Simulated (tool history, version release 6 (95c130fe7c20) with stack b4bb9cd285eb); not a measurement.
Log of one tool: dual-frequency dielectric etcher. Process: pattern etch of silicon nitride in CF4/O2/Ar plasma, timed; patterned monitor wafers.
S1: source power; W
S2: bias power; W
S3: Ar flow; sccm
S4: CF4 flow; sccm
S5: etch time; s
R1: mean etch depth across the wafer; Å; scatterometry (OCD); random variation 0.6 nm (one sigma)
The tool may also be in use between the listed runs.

run  hour   S1  S2   S3   S4  S5      R1
  1   0.0  690  47  131  115  66  1641.1
  2   8.2  660  47  131  115  66  1574.0
  3  11.9  640  47  131  115  66  1545.5
  4  13.9  600  47  131  115  66  1467.0
  5  18.7  600  47  131  115  61  1361.3
  6  25.2  600  47  131  115  61  1359.3

Forecast run 7:
  7  26.7  590  47  131  115  61   ?

R1: 1341.0 Å

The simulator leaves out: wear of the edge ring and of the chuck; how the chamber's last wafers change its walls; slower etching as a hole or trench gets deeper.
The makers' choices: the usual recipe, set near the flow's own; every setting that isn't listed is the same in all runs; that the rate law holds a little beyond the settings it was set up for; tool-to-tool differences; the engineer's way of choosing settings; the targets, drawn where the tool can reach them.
